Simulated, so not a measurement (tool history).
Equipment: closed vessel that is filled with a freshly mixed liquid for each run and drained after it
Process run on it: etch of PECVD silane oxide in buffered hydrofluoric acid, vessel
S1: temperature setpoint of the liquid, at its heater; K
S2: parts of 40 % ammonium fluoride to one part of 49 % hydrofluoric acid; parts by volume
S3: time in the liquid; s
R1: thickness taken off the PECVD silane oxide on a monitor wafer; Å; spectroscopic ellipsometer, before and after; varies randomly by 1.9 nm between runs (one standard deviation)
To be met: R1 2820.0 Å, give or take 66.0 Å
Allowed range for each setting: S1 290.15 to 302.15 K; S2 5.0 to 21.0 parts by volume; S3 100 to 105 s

| run | hour | S1 | S2 | S3 | R1 |
|---|---|---|---|---|---|
| 1 | 0.0 | 294.15 | 13.0 | 100 | 1496.7 |
| 2 | 7.4 | 295.15 | 12.5 | 100 | 1638.5 |
| 3 | 10.3 | 297.15 | 12.5 | 100 | 1838.7 |
| 4 | 17.1 | 300.65 | 12.5 | 100 | 2210.9 |
| 5 | 22.8 | 301.65 | 11.0 | 100 | 2621.0 |
| 6 | 28.5 | 298.15 | 11.0 | 100 | 2185.4 |
| 7 | 31.3 | 298.65 | 11.0 | 100 | 2245.5 |
| 8 | 35.7 | 299.15 | 11.0 | 100 | 2287.4 |
| 9 | 39.3 | 299.65 | 11.0 | 100 | 2352.2 |
| 10 | 48.0 | 300.15 | 11.0 | 100 | 2452.8 |
| 11 | 53.7 | 301.15 | 11.0 | 100 | 2552.2 |

Consider the 4 candidate settings below. Which is the only one whose results all fall within their allowed miss of target?
| A | 59.4 | 301.65 | 11.5 | 105 | ? |
| B | 59.4 | 302.15 | 10.5 | 105 | ? |
| C | 59.4 | 300.65 | 9.5 | 105 | ? |
| D | 59.4 | 300.15 | 10.0 | 105 | ? |

| move | R1 |
|---|---|
| A | 2672.1 |
| B | 2997.8 |
| C | 2998.2 |
| D | 2826.6 |
A: closer than the last run, but not yet in spec
B: carries the result that was furthest off beyond its target, to the other side
C: carries the result that was furthest off beyond its target, to the other side
D: hits every target within its allowed miss
The right move is D.

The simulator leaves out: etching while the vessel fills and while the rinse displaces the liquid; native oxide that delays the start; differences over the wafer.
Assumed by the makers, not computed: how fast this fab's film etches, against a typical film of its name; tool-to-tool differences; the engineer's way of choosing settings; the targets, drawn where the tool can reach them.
